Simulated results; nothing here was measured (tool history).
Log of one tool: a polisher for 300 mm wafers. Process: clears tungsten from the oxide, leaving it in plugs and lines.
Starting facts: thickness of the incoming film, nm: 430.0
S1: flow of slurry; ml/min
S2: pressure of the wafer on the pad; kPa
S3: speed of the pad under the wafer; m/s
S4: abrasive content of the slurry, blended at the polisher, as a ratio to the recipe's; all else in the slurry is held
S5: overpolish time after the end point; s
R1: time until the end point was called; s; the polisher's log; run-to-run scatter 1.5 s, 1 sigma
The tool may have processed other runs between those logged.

run  hour   S1    S2    S3   S4  S5      R1
  1     0  225  33.1  1.24    1  17   64.97
  2   6.4  225  29.6  1.24    1  17  71.998
  3  15.2  225  26.9  1.24    1  17  80.382
  4  17.2  225  26.9   1.1    1  17  88.043
  5    18  225  26.9   1.1  0.9  17  91.372
  6  24.7  225  26.9   1.1  0.9  19  91.124
  7  33.2  225  25.5   1.1  0.9  19  95.543

Forecast run 8:
  8  33.8  225  24.8  1.1  0.9  19   ?

Run 8 gave R1 97.415 s.

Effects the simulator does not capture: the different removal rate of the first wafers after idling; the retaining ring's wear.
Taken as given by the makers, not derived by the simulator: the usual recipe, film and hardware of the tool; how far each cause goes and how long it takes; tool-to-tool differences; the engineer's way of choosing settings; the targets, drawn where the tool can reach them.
